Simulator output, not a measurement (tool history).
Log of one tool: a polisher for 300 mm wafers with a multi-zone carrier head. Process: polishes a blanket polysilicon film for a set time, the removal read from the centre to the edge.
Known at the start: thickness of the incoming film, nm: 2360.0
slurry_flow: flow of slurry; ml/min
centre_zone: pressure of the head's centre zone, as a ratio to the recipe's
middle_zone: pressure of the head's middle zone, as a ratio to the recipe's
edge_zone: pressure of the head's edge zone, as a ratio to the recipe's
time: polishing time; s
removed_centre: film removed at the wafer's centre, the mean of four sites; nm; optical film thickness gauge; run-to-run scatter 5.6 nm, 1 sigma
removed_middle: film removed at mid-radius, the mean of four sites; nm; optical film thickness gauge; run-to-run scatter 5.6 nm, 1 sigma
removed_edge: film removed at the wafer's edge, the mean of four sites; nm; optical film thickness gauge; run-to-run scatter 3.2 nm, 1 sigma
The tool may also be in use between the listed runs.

| run | hour | slurry_flow | centre_zone | middle_zone | edge_zone | time | removed_centre | removed_middle | removed_edge |
|---|---|---|---|---|---|---|---|---|---|
| 1 | 0.0 | 215 | 1.00 | 1.00 | 1.00 | 62 | 505.57 | 534.14 | 521.57 |
| 2 | 7.6 | 220 | 1.02 | 0.98 | 0.99 | 62 | 519.90 | 513.76 | 522.24 |
| 3 | 15.4 | 225 | 1.04 | 0.98 | 0.98 | 62 | 529.80 | 525.55 | 523.54 |
| 4 | 20.6 | 225 | 1.04 | 0.89 | 0.98 | 62 | 534.07 | 484.02 | 515.95 |
| 5 | 23.1 | 225 | 1.04 | 0.89 | 0.93 | 62 | 529.53 | 480.13 | 509.61 |
| 6 | 31.7 | 230 | 1.05 | 0.89 | 0.93 | 62 | 530.09 | 483.70 | 509.81 |
| 7 | 33.2 | 235 | 1.07 | 0.89 | 0.93 | 62 | 558.41 | 482.08 | 518.16 |
| 8 | 39.2 | 235 | 1.08 | 0.89 | 0.92 | 62 | 549.47 | 488.58 | 509.10 |

Run 9 comes next. What will it give?
| 9 | 48.1 | 240 | 1.09 | 0.88 | 0.92 | 62 | ? | ? | ? |

Run 9 yielded removed_centre 554.86 nm, removed_middle 477.00 nm, removed_edge 510.90 nm.
